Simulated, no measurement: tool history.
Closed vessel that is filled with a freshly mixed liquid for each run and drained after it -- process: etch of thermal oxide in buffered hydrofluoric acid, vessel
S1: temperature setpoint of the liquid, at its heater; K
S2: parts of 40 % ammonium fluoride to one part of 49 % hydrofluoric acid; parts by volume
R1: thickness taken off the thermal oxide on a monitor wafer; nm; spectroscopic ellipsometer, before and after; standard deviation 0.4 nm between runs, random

Run 1, hour 0: S1 293.15 K, S2 12 parts by volume, time in the liquid (s) 100. Result: R1 74.517 nm.
Run 2, hour 9.1: S1 293.15 K, S2 14.5 parts by volume, time in the liquid (s) 100. Result: R1 61.886 nm.
Run 3, hour 18: S1 294.65 K, S2 14 parts by volume, time in the liquid (s) 100. Result: R1 69.755 nm.
Run 4, hour 21.6: S1 295.65 K, S2 13.5 parts by volume, time in the liquid (s) 100. Result: R1 76.131 nm.
Run 5, hour 25: S1 295.65 K, S2 13.5 parts by volume, time in the liquid (s) 100. Result: R1 75.983 nm.
Run 6, hour 29.9: S1 298.15 K, S2 13.5 parts by volume, time in the liquid (s) 100. Result: R1 87.257 nm.
Run 7, hour 33.8: S1 298.65 K, S2 13.5 parts by volume, time in the liquid (s) 100. Result: R1 89.698 nm.

Run 8 comes next. What will it give?
Run 8, hour 40.5: S1 299.15 K, S2 13.5 parts by volume, time in the liquid (s) 100. Result: R1 ?.

R1: 91.898 nm
